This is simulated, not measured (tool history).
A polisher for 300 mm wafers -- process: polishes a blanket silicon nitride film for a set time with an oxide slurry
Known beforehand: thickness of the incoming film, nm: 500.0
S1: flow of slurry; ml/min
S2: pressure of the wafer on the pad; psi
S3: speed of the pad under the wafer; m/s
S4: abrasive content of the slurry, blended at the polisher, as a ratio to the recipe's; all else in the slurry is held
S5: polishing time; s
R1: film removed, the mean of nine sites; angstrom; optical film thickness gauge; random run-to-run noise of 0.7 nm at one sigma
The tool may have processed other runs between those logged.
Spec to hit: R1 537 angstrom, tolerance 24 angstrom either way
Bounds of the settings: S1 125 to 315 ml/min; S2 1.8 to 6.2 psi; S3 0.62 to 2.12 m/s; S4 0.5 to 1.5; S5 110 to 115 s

run,day,S1,S2,S3,S4,S5,R1
1,0,205,4,1.36,1,110,807.02
2,0.112,205,4,1.36,1.2,110,904.3
3,0.175,205,3.4,1.34,1.2,110,776.98
4,0.317,205,4.2,1.34,1.2,110,915.84
5,0.546,205,3.5,1.32,1.2,110,793.9
6,0.596,205,3.5,1.32,1.2,115,812.57
7,0.912,205,3,1.3,1.2,115,720.88
8,0.971,205,2.6,1.28,1.2,115,618.4
9,1.346,205,2.5,1.28,1.2,115,598.83
10,1.717,205,2.4,1.28,1.2,115,575.36
11,1.988,205,2.3,1.28,1.2,115,563.98

5 candidate next runs follow, results not yet known. Just one meets every target within its allowed miss. Identify it.
A,2.258,235,2.5,1.2,1.25,115,?
B,2.258,235,1.9,1.44,1.35,110,?
C,2.258,195,3.7,1.12,0.9,115,?
D,2.258,205,2.5,1.24,1.25,114,?
E,2.258,180,2,1.66,1.2,113,?

move,R1
A,583.02
B,535.49
C,626.21
D,582.69
E,585.05
A: misses by more than the last run did
B: all results in spec
C: misses by more than the last run did
D: misses by more than the last run did
E: misses by more than the last run did
Correct choice: B, which meets every target

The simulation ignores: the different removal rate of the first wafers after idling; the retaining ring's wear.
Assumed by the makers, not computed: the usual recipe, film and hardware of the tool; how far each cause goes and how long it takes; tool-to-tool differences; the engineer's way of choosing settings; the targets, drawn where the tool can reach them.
